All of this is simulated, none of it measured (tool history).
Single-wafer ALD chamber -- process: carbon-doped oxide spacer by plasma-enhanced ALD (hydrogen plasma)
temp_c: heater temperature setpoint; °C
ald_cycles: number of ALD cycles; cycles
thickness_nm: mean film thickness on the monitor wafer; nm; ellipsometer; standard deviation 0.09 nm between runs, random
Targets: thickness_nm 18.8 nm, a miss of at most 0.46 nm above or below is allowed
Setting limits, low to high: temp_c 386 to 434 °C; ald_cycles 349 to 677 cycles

run,hour,temp_c,ald_cycles,thickness_nm
1,0,410,513,26.33
2,1.5,412,480,24.407
3,3.6,414,457,23.102
4,9.4,416,439,21.91
5,15.2,407,439,22.502
6,22.8,402,439,22.964
7,23.7,404,423,22.161
8,27.6,406,410,21.221
9,30.5,408,401,20.521
10,37.1,410,396,20.19
11,42.3,412,392,19.932
12,49.7,413,389,19.787
13,53.8,414,386,19.578
14,59.3,415,383,19.234
15,63.2,415,383,19.223

Which of these 4 next moves meets every target?
A,67.1,422,379,?
B,67.1,410,391,?
C,67.1,419,397,?
D,67.1,420,402,?

move,thickness_nm
A,18.921
B,20.18
C,19.987
D,20.183
A: each result inside its tolerance
B: its largest miss is bigger than the last run's
C: its largest miss is bigger than the last run's
D: its largest miss is bigger than the last run's
Move A is the one to make.
